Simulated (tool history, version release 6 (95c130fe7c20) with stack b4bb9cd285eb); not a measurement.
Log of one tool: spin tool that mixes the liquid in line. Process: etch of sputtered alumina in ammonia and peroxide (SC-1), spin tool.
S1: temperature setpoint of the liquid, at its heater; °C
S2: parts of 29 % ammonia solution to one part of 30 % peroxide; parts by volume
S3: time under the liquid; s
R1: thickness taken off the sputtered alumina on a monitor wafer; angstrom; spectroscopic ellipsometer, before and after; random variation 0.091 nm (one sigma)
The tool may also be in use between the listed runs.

run	hour	S1	S2	S3	R1
1	0	59	1	325	212.08
2	8	59	1.15	325	213.82
3	15.3	65	1.15	325	290.98
4	18.9	64	1.15	325	276.17
5	22.3	68	1.15	325	338.77
# hour 28.9: heated supply line repaired
6	28.9	68	1.15	345	408.62

Run 7 comes next. What will it give?
7	30.7	66.5	1.15	345	?

R1: 378.05 angstrom
